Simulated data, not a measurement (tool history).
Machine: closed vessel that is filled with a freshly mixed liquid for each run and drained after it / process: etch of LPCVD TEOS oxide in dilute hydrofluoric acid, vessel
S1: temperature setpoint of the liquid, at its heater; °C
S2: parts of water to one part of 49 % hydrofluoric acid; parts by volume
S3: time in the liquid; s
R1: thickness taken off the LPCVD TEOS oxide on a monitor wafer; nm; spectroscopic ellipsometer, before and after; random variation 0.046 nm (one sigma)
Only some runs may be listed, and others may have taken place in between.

| run | hour | S1 | S2 | S3 | R1 |
|---|---|---|---|---|---|
| 1 | 0 | 20 | 235 | 70 | 5.3181 |
| 2 | 3.3 | 20 | 185 | 70 | 7.0735 |
| 3 | 4 | 20 | 185 | 70 | 7.133 |
| 4 | 7.1 | 19.5 | 190 | 70 | 6.7152 |
| 5 | 13.8 | 22 | 190 | 70 | 7.4405 |
| 6 | 17 | 22 | 260 | 70 | 5.0446 |

For run 7, what comes out?
| 7 | 17.7 | 22.5 | 260 | 70 | ? |

R1: 5.1274 nm

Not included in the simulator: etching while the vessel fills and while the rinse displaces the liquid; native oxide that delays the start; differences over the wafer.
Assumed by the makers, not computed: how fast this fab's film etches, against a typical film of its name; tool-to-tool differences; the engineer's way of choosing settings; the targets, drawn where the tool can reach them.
